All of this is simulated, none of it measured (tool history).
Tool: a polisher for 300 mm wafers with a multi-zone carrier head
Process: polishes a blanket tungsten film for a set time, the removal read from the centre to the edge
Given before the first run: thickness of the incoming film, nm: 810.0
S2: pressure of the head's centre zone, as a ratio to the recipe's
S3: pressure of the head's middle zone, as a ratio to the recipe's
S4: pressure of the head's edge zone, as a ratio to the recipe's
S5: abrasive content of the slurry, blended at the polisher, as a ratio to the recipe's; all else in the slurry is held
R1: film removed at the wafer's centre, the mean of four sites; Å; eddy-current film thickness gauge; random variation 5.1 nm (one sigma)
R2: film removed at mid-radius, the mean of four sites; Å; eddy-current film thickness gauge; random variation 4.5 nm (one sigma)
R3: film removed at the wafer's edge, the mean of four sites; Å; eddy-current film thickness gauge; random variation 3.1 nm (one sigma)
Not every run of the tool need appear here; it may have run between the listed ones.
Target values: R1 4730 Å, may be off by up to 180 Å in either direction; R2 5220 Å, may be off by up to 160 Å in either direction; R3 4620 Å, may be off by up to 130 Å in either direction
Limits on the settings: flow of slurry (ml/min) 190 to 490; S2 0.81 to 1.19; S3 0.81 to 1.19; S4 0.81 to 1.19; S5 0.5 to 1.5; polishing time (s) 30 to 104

Run 1, day 0: flow of slurry (ml/min) 315, S2 1, S3 1, S4 1, S5 1, polishing time (s) 67. Result: R1 3124.2 Å, R2 3186.8 Å, R3 3294.5 Å.
Run 2, day 0.275: flow of slurry (ml/min) 315, S2 1, S3 1, S4 1, S5 1, polishing time (s) 77. Result: R1 3676.7 Å, R2 3671.2 Å, R3 3804 Å.
Run 3, day 0.525: flow of slurry (ml/min) 325, S2 1.01, S3 1.03, S4 1.01, S5 1.1, polishing time (s) 78. Result: R1 3852 Å, R2 3976.4 Å, R3 3948.6 Å.
Run 4, day 0.667: flow of slurry (ml/min) 325, S2 1.01, S3 1.03, S4 0.93, S5 1.1, polishing time (s) 78. Result: R1 3884.5 Å, R2 3909.2 Å, R3 3828.9 Å.
At day 0.971: slurry nozzle cleaned.
Run 5, day 0.971: flow of slurry (ml/min) 325, S2 1.01, S3 0.97, S4 0.93, S5 1.1, polishing time (s) 78. Result: R1 4014.4 Å, R2 3816.1 Å, R3 3884.9 Å.
Run 6, day 1.271: flow of slurry (ml/min) 325, S2 1.01, S3 0.97, S4 0.93, S5 1.1, polishing time (s) 61. Result: R1 3080.3 Å, R2 3025 Å, R3 3030.2 Å.
Run 7, day 1.417: flow of slurry (ml/min) 335, S2 1.02, S3 1, S4 0.95, S5 1.15, polishing time (s) 64. Result: R1 3308.1 Å, R2 3284.7 Å, R3 3257.7 Å.
Run 8, day 1.508: flow of slurry (ml/min) 350, S2 1.03, S3 1.03, S4 0.97, S5 1.2, polishing time (s) 66. Result: R1 3459.5 Å, R2 3499.7 Å, R3 3431.1 Å.
Run 9, day 1.579: flow of slurry (ml/min) 350, S2 1.03, S3 1.03, S4 0.97, S5 1.2, polishing time (s) 66. Result: R1 3588.8 Å, R2 3508.2 Å, R3 3469.2 Å.
Run 10, day 1.754: flow of slurry (ml/min) 350, S2 1.03, S3 1.05, S4 0.97, S5 1.25, polishing time (s) 68. Result: R1 3635.4 Å, R2 3776 Å, R3 3566.9 Å.
Run 11, day 2.067: flow of slurry (ml/min) 380, S2 1.13, S3 1.15, S4 1.07, S5 1.5, polishing time (s) 80. Result: R1 4836.4 Å, R2 4837.9 Å, R3 4570.2 Å.
Run 12, day 2.225: flow of slurry (ml/min) 385, S2 1.12, S3 1.16, S4 1.06, S5 1.5, polishing time (s) 80. Result: R1 4940.3 Å, R2 4926.9 Å, R3 4617.4 Å.
Run 13, day 2.542: flow of slurry (ml/min) 385, S2 1.11, S3 1.16, S4 1.05, S5 1.5, polishing time (s) 80. Result: R1 4800.7 Å, R2 5044.7 Å, R3 4550.5 Å.
Run 14, day 2.908: flow of slurry (ml/min) 395, S2 1.09, S3 1.17, S4 1.06, S5 1.5, polishing time (s) 80. Result: R1 4803.6 Å, R2 5016.6 Å, R3 4580.8 Å.
Run 15, day 3.196: flow of slurry (ml/min) 395, S2 1.08, S3 1.17, S4 1.06, S5 1.5, polishing time (s) 80. Result: R1 4708 Å, R2 4997.5 Å, R3 4552.6 Å.

Exactly one of the 5 candidate moves below puts every result within its allowed miss. Which one?
Run A, day 3.483: flow of slurry (ml/min) 405, S2 1.09, S3 1.11, S4 1.06, S5 1.5, polishing time (s) 80. Result: R1 ?, R2 ?, R3 ?.
Run B, day 3.483: flow of slurry (ml/min) 315, S2 1.08, S3 1.03, S4 0.94, S5 1.45, polishing time (s) 84. Result: R1 ?, R2 ?, R3 ?.
Run C, day 3.483: flow of slurry (ml/min) 240, S2 1.07, S3 1.19, S4 1.01, S5 1.5, polishing time (s) 86. Result: R1 ?, R2 ?, R3 ?.
Run D, day 3.483: flow of slurry (ml/min) 460, S2 1.12, S3 1.18, S4 1.09, S5 1.5, polishing time (s) 76. Result: R1 ?, R2 ?, R3 ?.
Run E, day 3.483: flow of slurry (ml/min) 350, S2 1.1, S3 1.17, S4 1.06, S5 1.25, polishing time (s) 82. Result: R1 ?, R2 ?, R3 ?.

move      R1      R2      R3
   A  4685.5  4780.7  4572.1
   B  4719.1  4573.7    4430
   C  4653.7  5165.3  4598.3
   D  4622.7  4829.9  4430.6
   E  4604.8    4875  4464.4
A: further off than the last run
B: further off than the last run
C: each result inside its tolerance
D: further off than the last run
E: further off than the last run
Correct choice: C, which meets every target

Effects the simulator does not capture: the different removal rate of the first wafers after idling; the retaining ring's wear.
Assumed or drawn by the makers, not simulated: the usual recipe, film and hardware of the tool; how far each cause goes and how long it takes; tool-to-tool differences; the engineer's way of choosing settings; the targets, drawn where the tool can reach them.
